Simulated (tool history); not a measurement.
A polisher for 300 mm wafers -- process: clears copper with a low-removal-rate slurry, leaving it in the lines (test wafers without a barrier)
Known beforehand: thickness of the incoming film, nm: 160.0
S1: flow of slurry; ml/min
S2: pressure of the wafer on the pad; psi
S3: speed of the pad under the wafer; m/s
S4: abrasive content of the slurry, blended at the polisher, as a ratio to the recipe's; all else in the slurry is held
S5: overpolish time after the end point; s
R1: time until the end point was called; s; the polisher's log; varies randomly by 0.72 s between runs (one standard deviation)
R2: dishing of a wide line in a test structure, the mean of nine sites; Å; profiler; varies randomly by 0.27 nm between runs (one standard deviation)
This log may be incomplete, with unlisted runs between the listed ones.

| run | hour | S1 | S2 | S3 | S4 | S5 | R1 | R2 |
|---|---|---|---|---|---|---|---|---|
| 1 | 0.0 | 230 | 2.4 | 0.86 | 1.00 | 16 | 65.931 | 233.88 |
| 2 | 3.5 | 230 | 2.4 | 0.88 | 1.00 | 14 | 65.508 | 211.68 |
| 3 | 10.2 | 235 | 2.4 | 0.90 | 1.00 | 13 | 63.143 | 198.82 |
| 4 | 11.6 | 235 | 2.4 | 0.90 | 1.00 | 20 | 63.847 | 287.66 |
| 5 | 14.5 | 205 | 2.4 | 0.90 | 1.00 | 20 | 64.352 | 286.91 |
| 6 | 17.6 | 195 | 2.3 | 0.96 | 1.00 | 18 | 64.238 | 266.12 |
| 7 | 23.9 | 195 | 2.3 | 0.96 | 1.00 | 18 | 63.822 | 264.28 |

What will run 8 give?
| 8 | 26.6 | 200 | 2.5 | 1.20 | 1.05 | 10 | ? | ? |

R1: 48.267 s
R2: 209.00 Å

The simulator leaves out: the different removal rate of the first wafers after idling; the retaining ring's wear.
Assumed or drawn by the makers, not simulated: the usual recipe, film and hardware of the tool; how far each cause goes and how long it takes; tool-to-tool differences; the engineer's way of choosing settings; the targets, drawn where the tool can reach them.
